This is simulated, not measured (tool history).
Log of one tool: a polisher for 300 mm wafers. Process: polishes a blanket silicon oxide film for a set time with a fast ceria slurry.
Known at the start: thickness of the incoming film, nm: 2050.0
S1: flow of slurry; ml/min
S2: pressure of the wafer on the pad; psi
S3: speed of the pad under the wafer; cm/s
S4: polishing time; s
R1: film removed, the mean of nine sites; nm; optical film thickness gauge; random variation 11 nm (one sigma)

run 1 hour=0 | S1=160 S2=2.8 S3=120 S4=51 | R1=860.11
run 2 hour=6.7 | S1=160 S2=2.8 S3=140 S4=51 | R1=1015.5
run 3 hour=13 | S1=160 S2=2.8 S3=158 S4=51 | R1=1117.7
run 4 hour=18 | S1=160 S2=2.8 S3=158 S4=53 | R1=1179.1
run 5 hour=21.1 | S1=160 S2=2.4 S3=158 S4=53 | R1=1013.3
run 6 hour=23.6 | S1=165 S2=2.6 S3=158 S4=53 | R1=1093.9
run 7 hour=27.9 | S1=165 S2=2.8 S3=158 S4=53 | R1=1186.7

Run 8 comes next. What will it give?
run 8 hour=28.8 | S1=170 S2=2.9 S3=158 S4=53 | R1=?

Run 8 gave R1 1225.5 nm.

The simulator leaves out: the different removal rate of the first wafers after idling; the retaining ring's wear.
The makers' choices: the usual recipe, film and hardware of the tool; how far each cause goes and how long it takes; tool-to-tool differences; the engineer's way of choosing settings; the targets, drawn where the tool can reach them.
